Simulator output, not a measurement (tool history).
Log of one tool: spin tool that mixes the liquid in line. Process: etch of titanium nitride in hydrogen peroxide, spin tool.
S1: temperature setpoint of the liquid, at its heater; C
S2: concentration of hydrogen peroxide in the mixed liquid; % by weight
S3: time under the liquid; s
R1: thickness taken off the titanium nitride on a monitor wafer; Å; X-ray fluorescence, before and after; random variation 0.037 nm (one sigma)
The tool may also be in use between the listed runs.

run    day    S1  S2   S3      R1
  1      0    48  16  285  157.62
  2  0.054  43.5  16  285  111.51
  3  0.367  40.5  16  285  89.445
  4  0.433  38.5  16  285  77.511
     0.662  -- thermometer replaced
  5  0.662  38.5  16  285  68.428
  6  0.821  38.5  16  285  67.438
  7  0.888    38  16  285  64.588

Forecast run 8:
  8  1.125  36  16  285   ?

Run 8 gave R1 55.522 Å.

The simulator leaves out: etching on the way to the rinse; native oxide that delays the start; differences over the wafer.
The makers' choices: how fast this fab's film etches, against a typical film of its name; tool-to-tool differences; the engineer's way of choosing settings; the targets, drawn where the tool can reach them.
